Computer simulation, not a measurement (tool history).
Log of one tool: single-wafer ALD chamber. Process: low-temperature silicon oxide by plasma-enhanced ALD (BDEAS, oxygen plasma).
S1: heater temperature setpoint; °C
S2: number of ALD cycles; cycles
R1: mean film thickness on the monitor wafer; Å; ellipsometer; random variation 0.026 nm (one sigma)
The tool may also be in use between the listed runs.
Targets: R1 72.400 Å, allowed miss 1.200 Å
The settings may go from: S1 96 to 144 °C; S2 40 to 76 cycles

run	day	S1	S2	R1
1	0.000	120	58	78.587
2	0.150	129	58	77.129
3	0.508	129	51	67.885
4	0.733	137	51	66.627
5	0.783	128	51	67.514
6	0.975	128	43	57.403
7	1.304	127	47	62.954
8	1.462	124	49	65.472
9	1.646	122	51	68.641
10	1.992	119	52	71.202
11	2.138	118	52	70.774
12	2.325	117	52	70.998
13	2.617	116	52	71.090
14	2.808	115	52	70.916

Which of these 5 next moves meets every target?
A	3.000	115	53	?
B	3.000	112	54	?
C	3.000	116	51	?
D	3.000	120	51	?
E	3.000	96	49	?

move	R1
A	72.148
B	73.897
C	69.303
D	68.814
E	69.274
A: meets every target
B: takes the result that was furthest off past its target
C: further off than the last run
D: further off than the last run
E: further off than the last run
The right move is A.

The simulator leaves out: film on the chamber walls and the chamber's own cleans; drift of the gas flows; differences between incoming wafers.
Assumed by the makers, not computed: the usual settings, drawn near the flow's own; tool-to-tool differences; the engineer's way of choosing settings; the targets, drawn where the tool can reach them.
